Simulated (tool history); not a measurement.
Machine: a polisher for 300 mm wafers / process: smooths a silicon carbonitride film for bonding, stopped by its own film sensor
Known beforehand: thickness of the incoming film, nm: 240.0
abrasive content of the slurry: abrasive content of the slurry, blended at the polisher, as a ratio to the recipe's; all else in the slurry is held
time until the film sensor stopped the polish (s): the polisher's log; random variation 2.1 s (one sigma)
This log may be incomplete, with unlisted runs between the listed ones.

run	hour	flow of slurry (ml/min)	pressure of the wafer on the pad (psi)	speed of the pad under the wafer (cm/s)	abrasive content of the slurry	target thickness at which the film sensor stops the polish (nm)	time until the film sensor stopped the polish (s)
1	0	200	1.8	102	1	231	43.811
2	8.8	200	1.6	94	1	231	54.318
3	15.9	200	1.6	94	0.85	231	59.66
4	22.7	200	1.6	94	0.85	232	53.309
5	26.3	200	1.6	94	0.85	231	57.082
6	35.2	200	1.5	92	0.85	231	63.329

Run 7 comes next. What will it give?
7	37.6	200	1.4	90	0.85	231	?

time until the film sensor stopped the polish (s): 68.482
